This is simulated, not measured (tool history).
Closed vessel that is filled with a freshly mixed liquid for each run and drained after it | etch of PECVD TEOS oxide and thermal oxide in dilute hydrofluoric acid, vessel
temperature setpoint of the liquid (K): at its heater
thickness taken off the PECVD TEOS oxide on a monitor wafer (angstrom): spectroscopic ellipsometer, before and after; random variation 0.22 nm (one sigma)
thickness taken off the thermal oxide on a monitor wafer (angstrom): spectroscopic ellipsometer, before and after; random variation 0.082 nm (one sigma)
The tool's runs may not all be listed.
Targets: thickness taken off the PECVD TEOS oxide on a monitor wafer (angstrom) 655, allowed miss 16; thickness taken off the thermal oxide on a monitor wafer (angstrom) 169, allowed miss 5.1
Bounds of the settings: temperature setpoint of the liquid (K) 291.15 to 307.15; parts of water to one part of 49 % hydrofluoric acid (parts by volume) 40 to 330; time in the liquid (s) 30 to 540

run,hour,temperature setpoint of the liquid (K),parts of water to one part of 49 % hydrofluoric acid (parts by volume),time in the liquid (s),thickness taken off the PECVD TEOS oxide on a monitor wafer (angstrom),thickness taken off the thermal oxide on a monitor wafer (angstrom)
1,0,299.15,185,275,228.67,58.715
2,4.2,300.15,165,275,271.23,70.175
3,7.1,301.15,150,275,316.82,81.605
4,8.2,302.15,140,275,356.68,92.561
5,12.6,302.15,140,385,500.21,128.36
6,15.9,298.65,140,385,436.52,113.2
7,24.7,300.15,140,385,459.51,119.45
8,33.7,301.15,140,385,484.09,123.82
9,41.9,302.15,140,385,503.74,130.37
10,45.5,303.15,140,385,517.85,133.73
11,51.4,303.65,140,385,527.22,136.77
12,56.3,307.15,125,385,686.72,177.15
# hour 57.3: thermometer replaced
13,57.3,306.65,125,385,715.17,184.97
14,64.7,306.15,125,385,706.32,180.59
15,73,305.15,125,385,672.82,174.13

4 next moves are on the table. One of them brings every result within its allowed miss. Which?
A,81.3,307.15,135,380,?,?
B,81.3,303.65,110,315,?,?
C,81.3,294.65,40,150,?,?
D,81.3,306.15,170,480,?,?

move,thickness taken off the PECVD TEOS oxide on a monitor wafer (angstrom),thickness taken off the thermal oxide on a monitor wafer (angstrom)
A,657.28,168.47
B,611.12,156.64
C,615.01,157.64
D,606.22,155.38
A: meets every target
B: takes the result that was furthest off past its target
C: takes the result that was furthest off past its target
D: takes the result that was furthest off past its target
Move A is the one to make.
